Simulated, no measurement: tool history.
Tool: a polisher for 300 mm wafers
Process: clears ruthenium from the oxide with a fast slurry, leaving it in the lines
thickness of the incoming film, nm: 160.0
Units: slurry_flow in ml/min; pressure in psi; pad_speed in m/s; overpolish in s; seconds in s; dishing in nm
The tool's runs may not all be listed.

{"run": 1, "hour": 0.0, "slurry_flow": 225, "pressure": 2, "pad_speed": 1.02, "slurry_solids": 1, "overpolish": 27, "seconds": 58.839, "dishing": 46.595}
{"run": 2, "hour": 7.3, "slurry_flow": 265, "pressure": 2, "pad_speed": 1.02, "slurry_solids": 1, "overpolish": 27, "seconds": 58.073, "dishing": 45.088}
{"run": 3, "hour": 10.9, "slurry_flow": 265, "pressure": 2.1, "pad_speed": 1.02, "slurry_solids": 1, "overpolish": 27, "seconds": 55.548, "dishing": 47.792}
{"run": 4, "hour": 15.1, "slurry_flow": 265, "pressure": 2.2, "pad_speed": 1.02, "slurry_solids": 1, "overpolish": 26, "seconds": 53.484, "dishing": 47.931}
{"run": 5, "hour": 16.0, "slurry_flow": 265, "pressure": 2.2, "pad_speed": 1.02, "slurry_solids": 1, "overpolish": 22, "seconds": 53.23, "dishing": 42.059}
{"run": 6, "hour": 19.6, "slurry_flow": 265, "pressure": 2.2, "pad_speed": 1.02, "slurry_solids": 1, "overpolish": 16, "seconds": 54.329, "dishing": 31.499}
{"run": 7, "hour": 26.6, "slurry_flow": 265, "pressure": 2.3, "pad_speed": 1.02, "slurry_solids": 1, "overpolish": 18, "seconds": 50.642, "dishing": 37.47}

Run 8 comes next. What will it give?
{"run": 8, "hour": 29.8, "slurry_flow": 265, "pressure": 2.4, "pad_speed": 1.02, "slurry_solids": 1, "overpolish": 19, "seconds": "?", "dishing": "?"}

seconds: 48.307 s
dishing: 40.808 nm

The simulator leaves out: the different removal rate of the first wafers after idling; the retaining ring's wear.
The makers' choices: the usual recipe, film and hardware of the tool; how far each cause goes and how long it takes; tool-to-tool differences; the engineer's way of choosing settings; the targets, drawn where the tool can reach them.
